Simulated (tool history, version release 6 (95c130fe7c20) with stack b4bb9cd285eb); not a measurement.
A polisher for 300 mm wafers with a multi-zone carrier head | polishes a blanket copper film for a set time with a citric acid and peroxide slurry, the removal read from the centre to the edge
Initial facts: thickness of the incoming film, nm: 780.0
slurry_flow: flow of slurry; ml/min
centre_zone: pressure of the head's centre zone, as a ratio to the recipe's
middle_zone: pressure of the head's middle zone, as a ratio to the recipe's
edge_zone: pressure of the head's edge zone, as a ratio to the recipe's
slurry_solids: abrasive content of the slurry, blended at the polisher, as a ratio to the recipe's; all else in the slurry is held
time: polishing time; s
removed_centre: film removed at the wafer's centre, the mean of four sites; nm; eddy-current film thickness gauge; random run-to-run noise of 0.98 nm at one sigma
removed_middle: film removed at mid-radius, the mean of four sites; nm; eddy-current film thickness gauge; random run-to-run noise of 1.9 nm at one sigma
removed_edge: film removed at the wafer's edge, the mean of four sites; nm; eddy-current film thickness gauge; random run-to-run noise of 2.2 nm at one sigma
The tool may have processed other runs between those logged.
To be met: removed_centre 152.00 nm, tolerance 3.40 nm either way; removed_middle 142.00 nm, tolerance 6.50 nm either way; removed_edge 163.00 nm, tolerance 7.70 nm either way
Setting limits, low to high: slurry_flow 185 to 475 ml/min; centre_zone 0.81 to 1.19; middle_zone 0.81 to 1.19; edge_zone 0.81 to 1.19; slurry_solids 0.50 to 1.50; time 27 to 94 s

{"run": 1, "hour": 0.0, "slurry_flow": 305, "centre_zone": 1.0, "middle_zone": 1.0, "edge_zone": 1.0, "slurry_solids": 1.0, "time": 60, "removed_centre": 124.8, "removed_middle": 120.5, "removed_edge": 120.76}
{"run": 2, "hour": 4.1, "slurry_flow": 305, "centre_zone": 0.94, "middle_zone": 1.0, "edge_zone": 1.0, "slurry_solids": 1.0, "time": 60, "removed_centre": 116.63, "removed_middle": 119.65, "removed_edge": 121.02}
{"run": 3, "hour": 5.7, "slurry_flow": 305, "centre_zone": 0.94, "middle_zone": 1.0, "edge_zone": 1.0, "slurry_solids": 1.2, "time": 60, "removed_centre": 122.81, "removed_middle": 127.67, "removed_edge": 127.57}
{"run": 4, "hour": 13.9, "slurry_flow": 360, "centre_zone": 0.94, "middle_zone": 1.0, "edge_zone": 1.0, "slurry_solids": 1.2, "time": 60, "removed_centre": 123.77, "removed_middle": 125.33, "removed_edge": 128.01}
{"run": 5, "hour": 14.7, "slurry_flow": 360, "centre_zone": 1.02, "middle_zone": 1.0, "edge_zone": 1.0, "slurry_solids": 1.2, "time": 60, "removed_centre": 135.89, "removed_middle": 125.35, "removed_edge": 131.34}
{"run": 6, "hour": 23.6, "slurry_flow": 365, "centre_zone": 1.02, "middle_zone": 1.01, "edge_zone": 1.05, "slurry_solids": 1.3, "time": 60, "removed_centre": 138.03, "removed_middle": 130.22, "removed_edge": 132.59}
{"run": 7, "hour": 29.5, "slurry_flow": 375, "centre_zone": 0.99, "middle_zone": 0.98, "edge_zone": 1.05, "slurry_solids": 1.35, "time": 62, "removed_centre": 137.87, "removed_middle": 130.07, "removed_edge": 140.26}
{"run": 8, "hour": 35.3, "slurry_flow": 380, "centre_zone": 0.99, "middle_zone": 0.97, "edge_zone": 1.06, "slurry_solids": 1.4, "time": 64, "removed_centre": 143.98, "removed_middle": 134.37, "removed_edge": 141.6}
{"run": 9, "hour": 36.9, "slurry_flow": 405, "centre_zone": 0.97, "middle_zone": 0.95, "edge_zone": 1.09, "slurry_solids": 1.45, "time": 66, "removed_centre": 148.97, "removed_middle": 142.41, "removed_edge": 154.57}
{"run": 10, "hour": 42.5, "slurry_flow": 405, "centre_zone": 0.97, "middle_zone": 0.95, "edge_zone": 1.09, "slurry_solids": 1.45, "time": 66, "removed_centre": 147.44, "removed_middle": 141.21, "removed_edge": 154.73}
{"run": 11, "hour": 46.9, "slurry_flow": 410, "centre_zone": 0.97, "middle_zone": 0.94, "edge_zone": 1.11, "slurry_solids": 1.45, "time": 66, "removed_centre": 146.54, "removed_middle": 141.59, "removed_edge": 157.31}

Below are 4 possible settings for the next run. Only one of them brings all results inside the allowed miss of their targets. Which is it?
{"run": "A", "hour": 51.3, "slurry_flow": 375, "centre_zone": 0.96, "middle_zone": 0.96, "edge_zone": 1.09, "slurry_solids": 1.45, "time": 66, "removed_centre": "?", "removed_middle": "?", "removed_edge": "?"}
{"run": "B", "hour": 51.3, "slurry_flow": 365, "centre_zone": 1.11, "middle_zone": 0.9, "edge_zone": 1.11, "slurry_solids": 1.4, "time": 63, "removed_centre": "?", "removed_middle": "?", "removed_edge": "?"}
{"run": "C", "hour": 51.3, "slurry_flow": 360, "centre_zone": 1.03, "middle_zone": 0.92, "edge_zone": 1.15, "slurry_solids": 1.5, "time": 69, "removed_centre": "?", "removed_middle": "?", "removed_edge": "?"}
{"run": "D", "hour": 51.3, "slurry_flow": 380, "centre_zone": 0.99, "middle_zone": 0.94, "edge_zone": 1.18, "slurry_solids": 1.45, "time": 67, "removed_centre": "?", "removed_middle": "?", "removed_edge": "?"}

move=A removed_centre=144.58 removed_middle=138.74 removed_edge=153.68
move=B removed_centre=158.14 removed_middle=124.20 removed_edge=146.83
move=C removed_centre=162.95 removed_middle=140.58 removed_edge=166.09
move=D removed_centre=151.52 removed_middle=138.46 removed_edge=162.65
A: further off than the last run
B: takes the result that was furthest off past its target
C: takes the result that was furthest off past its target
D: in spec on every target
Answer: D

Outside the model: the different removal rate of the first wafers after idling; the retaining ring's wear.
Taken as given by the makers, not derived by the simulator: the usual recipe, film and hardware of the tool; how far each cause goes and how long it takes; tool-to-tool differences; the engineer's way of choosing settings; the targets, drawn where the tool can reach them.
